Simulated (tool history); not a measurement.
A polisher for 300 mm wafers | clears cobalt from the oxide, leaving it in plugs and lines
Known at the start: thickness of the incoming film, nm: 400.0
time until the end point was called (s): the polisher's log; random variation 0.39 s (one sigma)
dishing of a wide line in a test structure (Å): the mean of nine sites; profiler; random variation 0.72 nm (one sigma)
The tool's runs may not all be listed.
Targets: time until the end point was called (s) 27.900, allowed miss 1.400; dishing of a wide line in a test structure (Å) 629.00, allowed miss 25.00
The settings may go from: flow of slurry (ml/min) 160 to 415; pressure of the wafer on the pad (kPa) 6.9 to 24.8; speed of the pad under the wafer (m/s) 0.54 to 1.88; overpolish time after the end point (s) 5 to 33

run    day  flow of slurry (ml/min)  pressure of the wafer on the pad (kPa)  speed of the pad under the wafer (m/s)  overpolish time after the end point (s)  time until the end point was called (s)  dishing of a wide line in a test structure (Å)
  1  0.000                      265                                    15.9                                    1.20                                       17                                   47.810                                          550.88
  2  0.250                      265                                    17.9                                    1.22                                       17                                   42.197                                          577.24
  3  0.504                      265                                    17.9                                    1.42                                       17                                   36.757                                          587.59
  4  0.858                      265                                    17.9                                    1.42                                       20                                   37.580                                          587.82
  5  0.971                      265                                    20.7                                    1.42                                       20                                   32.736                                          614.40
  6  1.004                      325                                    20.7                                    1.42                                       20                                   31.921                                          611.56
  7  1.292                      325                                    21.4                                    1.42                                       20                                   30.099                                          612.96
  8  1.638                      325                                    22.1                                    1.42                                       20                                   30.019                                          606.70

Which of these 5 next moves meets every target?
  A  1.983                      300                                    22.1                                    1.26                                       19                                        ?                                               ?
  B  1.983                      350                                    22.8                                    1.44                                       11                                        ?                                               ?
  C  1.983                      325                                    22.1                                    1.50                                       20                                        ?                                               ?
  D  1.983                      340                                    24.8                                    1.26                                       12                                        ?                                               ?
  E  1.983                      310                                    23.4                                    1.14                                       19                                        ?                                               ?

move  time until the end point was called (s)  dishing of a wide line in a test structure (Å)
   A                                   33.052                                          600.59
   B                                   28.187                                          557.61
   C                                   28.176                                          612.00
   D                                   29.159                                          565.20
   E                                   33.864                                          598.85
A: further off than the last run
B: brings the result that was furthest off to its target, and leaves another outside
C: meets every target
D: brings the result that was furthest off to its target, and leaves another outside
E: further off than the last run
Answer: C
